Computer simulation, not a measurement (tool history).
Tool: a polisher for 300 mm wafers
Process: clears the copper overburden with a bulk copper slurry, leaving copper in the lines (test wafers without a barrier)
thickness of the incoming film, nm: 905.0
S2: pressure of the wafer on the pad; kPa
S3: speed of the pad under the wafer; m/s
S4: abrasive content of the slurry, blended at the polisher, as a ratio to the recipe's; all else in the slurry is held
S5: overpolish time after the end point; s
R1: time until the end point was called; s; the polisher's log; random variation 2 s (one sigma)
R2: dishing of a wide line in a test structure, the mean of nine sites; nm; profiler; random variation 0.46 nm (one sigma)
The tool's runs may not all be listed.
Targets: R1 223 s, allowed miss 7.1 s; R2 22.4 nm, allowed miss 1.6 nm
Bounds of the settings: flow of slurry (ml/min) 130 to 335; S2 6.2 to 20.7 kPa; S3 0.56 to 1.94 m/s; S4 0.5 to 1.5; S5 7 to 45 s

Run 1, hour 0: flow of slurry (ml/min) 215, S2 13.1 kPa, S3 1.24 m/s, S4 1, S5 23 s. Result: R1 128.51 s, R2 86.596 nm.
Run 2, hour 8.7: flow of slurry (ml/min) 215, S2 11.7 kPa, S3 1.22 m/s, S4 1, S5 20 s. Result: R1 144.6 s, R2 69.05 nm.
Run 3, hour 15.7: flow of slurry (ml/min) 215, S2 11.7 kPa, S3 1.22 m/s, S4 1, S5 26 s. Result: R1 146.59 s, R2 80.643 nm.
Run 4, hour 20.1: flow of slurry (ml/min) 215, S2 11.7 kPa, S3 1.22 m/s, S4 1.1, S5 26 s. Result: R1 143.47 s, R2 83.909 nm.
Run 5, hour 28.7: flow of slurry (ml/min) 225, S2 10.3 kPa, S3 1.22 m/s, S4 1, S5 22 s. Result: R1 162.6 s, R2 68.995 nm.
Run 6, hour 33.1: flow of slurry (ml/min) 205, S2 9.7 kPa, S3 1.2 m/s, S4 1.1, S5 19 s. Result: R1 174.33 s, R2 57.243 nm.
Run 7, hour 37.7: flow of slurry (ml/min) 190, S2 9 kPa, S3 1.2 m/s, S4 1.2, S5 17 s. Result: R1 187.66 s, R2 48.605 nm.
Run 8, hour 39.4: flow of slurry (ml/min) 130, S2 6.2 kPa, S3 1.32 m/s, S4 1.45, S5 7 s. Result: R1 250.96 s, R2 18.077 nm.
Run 9, hour 43.7: flow of slurry (ml/min) 140, S2 6.2 kPa, S3 1.32 m/s, S4 1.45, S5 7 s. Result: R1 242.92 s, R2 17.784 nm.
Run 10, hour 45: flow of slurry (ml/min) 150, S2 6.2 kPa, S3 1.32 m/s, S4 1.45, S5 7 s. Result: R1 240.87 s, R2 17.817 nm.
Run 11, hour 46.4: flow of slurry (ml/min) 155, S2 6.2 kPa, S3 1.32 m/s, S4 1.4, S5 7 s. Result: R1 238.84 s, R2 17.927 nm.
Run 12, hour 53.8: flow of slurry (ml/min) 185, S2 6.9 kPa, S3 1.32 m/s, S4 1.4, S5 14 s. Result: R1 210.77 s, R2 38.223 nm.
Run 13, hour 59.3: flow of slurry (ml/min) 175, S2 6.9 kPa, S3 1.32 m/s, S4 1.35, S5 14 s. Result: R1 219.15 s, R2 35.778 nm.
Run 14, hour 64.2: flow of slurry (ml/min) 170, S2 6.9 kPa, S3 1.3 m/s, S4 1.35, S5 13 s. Result: R1 218.16 s, R2 34.513 nm.
Run 15, hour 65.2: flow of slurry (ml/min) 130, S2 6.2 kPa, S3 1.28 m/s, S4 1.45, S5 7 s. Result: R1 252.99 s, R2 16.729 nm.

Which of these 4 next moves meets every target?
Run A, hour 66.2: flow of slurry (ml/min) 140, S2 6.9 kPa, S3 1.3 m/s, S4 1.5, S5 9 s. Result: R1 ?, R2 ?.
Run B, hour 66.2: flow of slurry (ml/min) 140, S2 6.9 kPa, S3 1.4 m/s, S4 1.5, S5 10 s. Result: R1 ?, R2 ?.
Run C, hour 66.2: flow of slurry (ml/min) 170, S2 6.9 kPa, S3 1.42 m/s, S4 1.4, S5 9 s. Result: R1 ?, R2 ?.
Run D, hour 66.2: flow of slurry (ml/min) 155, S2 7.6 kPa, S3 1.12 m/s, S4 1.5, S5 8 s. Result: R1 ?, R2 ?.

move      R1      R2
   A  218.84  25.097
   B   205.3  29.113
   C  198.77  27.318
   D  222.07  22.402
A: brings the result that was furthest off to its target, and leaves another outside
B: takes the result that was furthest off past its target
C: takes the result that was furthest off past its target
D: meets every target
Answer: D

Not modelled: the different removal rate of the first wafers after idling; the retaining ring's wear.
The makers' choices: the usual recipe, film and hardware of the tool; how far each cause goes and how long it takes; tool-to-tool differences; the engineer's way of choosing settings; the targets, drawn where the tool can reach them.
